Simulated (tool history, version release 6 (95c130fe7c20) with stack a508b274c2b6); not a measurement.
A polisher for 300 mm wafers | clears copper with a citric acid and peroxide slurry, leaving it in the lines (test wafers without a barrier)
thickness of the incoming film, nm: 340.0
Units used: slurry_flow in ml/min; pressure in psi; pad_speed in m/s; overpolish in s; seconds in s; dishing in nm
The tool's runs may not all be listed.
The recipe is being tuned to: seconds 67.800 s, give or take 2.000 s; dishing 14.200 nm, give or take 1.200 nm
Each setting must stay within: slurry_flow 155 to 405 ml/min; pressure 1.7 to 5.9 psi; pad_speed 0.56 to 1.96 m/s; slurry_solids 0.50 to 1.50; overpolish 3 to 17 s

{"run": 1, "hour": 0.0, "slurry_flow": 260, "pressure": 3.8, "pad_speed": 1.26, "slurry_solids": 1.0, "overpolish": 9, "seconds": 97.066, "dishing": 21.422}
{"run": 2, "hour": 3.2, "slurry_flow": 265, "pressure": 4.1, "pad_speed": 1.26, "slurry_solids": 1.0, "overpolish": 8, "seconds": 90.325, "dishing": 20.82}
{"run": 3, "hour": 4.6, "slurry_flow": 255, "pressure": 4.3, "pad_speed": 1.28, "slurry_solids": 1.0, "overpolish": 7, "seconds": 85.694, "dishing": 19.249}
{"run": 4, "hour": 12.5, "slurry_flow": 255, "pressure": 4.6, "pad_speed": 1.28, "slurry_solids": 1.0, "overpolish": 7, "seconds": 79.918, "dishing": 21.269}
{"run": 5, "hour": 18.5, "slurry_flow": 240, "pressure": 4.7, "pad_speed": 1.32, "slurry_solids": 1.0, "overpolish": 6, "seconds": 77.033, "dishing": 18.29}
{"run": 6, "hour": 25.0, "slurry_flow": 240, "pressure": 4.7, "pad_speed": 1.32, "slurry_solids": 1.0, "overpolish": 4, "seconds": 75.711, "dishing": 12.796}
{"run": 7, "hour": 27.6, "slurry_flow": 255, "pressure": 4.8, "pad_speed": 1.32, "slurry_solids": 1.0, "overpolish": 4, "seconds": 75.262, "dishing": 12.762}
{"run": 8, "hour": 28.8, "slurry_flow": 255, "pressure": 4.9, "pad_speed": 1.32, "slurry_solids": 1.0, "overpolish": 4, "seconds": 74.358, "dishing": 13.338}
{"run": 9, "hour": 30.8, "slurry_flow": 255, "pressure": 5.0, "pad_speed": 1.32, "slurry_solids": 1.0, "overpolish": 4, "seconds": 72.406, "dishing": 13.321}
{"run": 10, "hour": 38.8, "slurry_flow": 255, "pressure": 5.1, "pad_speed": 1.32, "slurry_solids": 1.0, "overpolish": 4, "seconds": 70.451, "dishing": 13.814}

Which single option among these 4 for the next run brings every result within its allowed miss of target? Just one does.
{"run": "A", "hour": 46.8, "slurry_flow": 200, "pressure": 5.2, "pad_speed": 1.26, "slurry_solids": 1.0, "overpolish": 4, "seconds": "?", "dishing": "?"}
{"run": "B", "hour": 46.8, "slurry_flow": 190, "pressure": 5.4, "pad_speed": 1.36, "slurry_solids": 0.75, "overpolish": 5, "seconds": "?", "dishing": "?"}
{"run": "C", "hour": 46.8, "slurry_flow": 270, "pressure": 5.7, "pad_speed": 1.26, "slurry_solids": 0.8, "overpolish": 4, "seconds": "?", "dishing": "?"}
{"run": "D", "hour": 46.8, "slurry_flow": 215, "pressure": 5.9, "pad_speed": 1.06, "slurry_solids": 0.95, "overpolish": 4, "seconds": "?", "dishing": "?"}

move=A seconds=74.072 dishing=12.983
move=B seconds=68.927 dishing=17.202
move=C seconds=67.790 dishing=14.144
move=D seconds=77.435 dishing=12.455
A: its largest miss is bigger than the last run's
B: the furthest-off result lands on target, but another misses its tolerance
C: in spec on every target
D: its largest miss is bigger than the last run's
Correct choice: C, which meets every target
